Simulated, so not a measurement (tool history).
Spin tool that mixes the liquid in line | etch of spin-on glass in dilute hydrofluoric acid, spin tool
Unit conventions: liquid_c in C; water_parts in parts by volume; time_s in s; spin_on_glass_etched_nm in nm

run,day,liquid_c,water_parts,time_s,spin_on_glass_etched_nm
1,0.000,22.0,190,65,10.6670
2,0.250,22.0,190,50,8.2026
3,0.292,23.0,180,50,9.0682
4,0.667,23.5,170,50,9.8626
5,0.746,23.5,205,50,7.9757
6,1.062,23.5,175,50,9.5828

Estimate the outcome of run 7 from the log above:
7,1.167,24.0,165,50,?

spin_on_glass_etched_nm: 10.3540 nm

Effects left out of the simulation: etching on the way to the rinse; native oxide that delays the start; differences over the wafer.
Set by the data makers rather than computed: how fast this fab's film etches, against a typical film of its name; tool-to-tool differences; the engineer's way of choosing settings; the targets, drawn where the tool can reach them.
